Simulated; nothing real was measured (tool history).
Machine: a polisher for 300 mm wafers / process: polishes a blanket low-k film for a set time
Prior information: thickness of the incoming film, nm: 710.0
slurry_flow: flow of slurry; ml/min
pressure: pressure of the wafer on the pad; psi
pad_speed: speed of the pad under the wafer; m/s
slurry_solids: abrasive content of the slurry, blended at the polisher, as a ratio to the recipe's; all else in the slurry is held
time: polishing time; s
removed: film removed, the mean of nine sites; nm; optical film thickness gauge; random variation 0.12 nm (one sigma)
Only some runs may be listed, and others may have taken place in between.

run	day	slurry_flow	pressure	pad_speed	slurry_solids	time	removed
1	0	205	1.3	1.06	1	53	14.617
2	0.254	240	1.3	1.06	1	53	14.622
3	0.488	280	1.3	1.06	1	53	14.709
4	0.704	280	1.1	1.06	1	53	13.898
5	0.754	280	0.9	1	1	53	11.631
6	0.938	280	0.8	1	1	53	11.228
# day 1.042: worn pad replaced by a new one
7	1.042	280	0.7	1	1	53	11.573

What will run 8 give?
8	1.246	280	0.7	0.96	1	53	?

removed: 11.265 nm
